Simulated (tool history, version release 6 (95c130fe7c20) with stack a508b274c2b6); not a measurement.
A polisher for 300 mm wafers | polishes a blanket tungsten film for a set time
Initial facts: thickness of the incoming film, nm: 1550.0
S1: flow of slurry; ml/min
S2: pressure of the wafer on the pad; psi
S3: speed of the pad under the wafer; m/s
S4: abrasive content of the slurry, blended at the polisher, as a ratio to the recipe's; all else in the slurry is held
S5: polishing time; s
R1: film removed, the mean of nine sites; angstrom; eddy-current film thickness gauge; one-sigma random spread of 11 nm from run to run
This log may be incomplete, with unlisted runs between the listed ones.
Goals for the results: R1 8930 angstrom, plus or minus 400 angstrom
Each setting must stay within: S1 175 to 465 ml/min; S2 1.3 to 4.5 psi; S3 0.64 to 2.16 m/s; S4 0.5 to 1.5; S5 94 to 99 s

| run | hour | S1 | S2 | S3 | S4 | S5 | R1 |
|---|---|---|---|---|---|---|---|
| 1 | 0 | 295 | 2.9 | 1.4 | 1 | 94 | 5091.7 |
| 2 | 6.7 | 295 | 3.2 | 1.42 | 1 | 94 | 5709.7 |
| 3 | 13.2 | 295 | 3.4 | 1.42 | 1 | 94 | 6118.1 |
| 4 | 20.5 | 265 | 3.4 | 1.42 | 1 | 94 | 5950.1 |
| 5 | 29.1 | 230 | 3.4 | 1.42 | 1 | 94 | 5937.3 |
| 6 | 36 | 230 | 3.6 | 1.44 | 1 | 94 | 6399.7 |
| 7 | 42.8 | 230 | 4.4 | 1.52 | 1 | 94 | 8249.4 |
| 8 | 46.9 | 230 | 4.4 | 1.54 | 1 | 94 | 8152.6 |
| 9 | 48.4 | 230 | 4.4 | 1.56 | 1 | 94 | 8227.7 |

4 candidate next runs follow, results not yet known. Just one meets every target within its allowed miss. Identify it.
| A | 49.9 | 215 | 4.5 | 1.64 | 0.75 | 99 | ? |
| B | 49.9 | 220 | 4.3 | 1.48 | 1.05 | 94 | ? |
| C | 49.9 | 210 | 4 | 1.64 | 0.9 | 94 | ? |
| D | 49.9 | 220 | 4 | 1.52 | 1 | 97 | ? |

| move | R1 |
|---|---|
| A | 8842.2 |
| B | 7750.7 |
| C | 7700.3 |
| D | 7576.7 |
A: every result lands within tolerance
B: further off than the last run
C: further off than the last run
D: further off than the last run
A is the move that brings every result within its allowed miss.
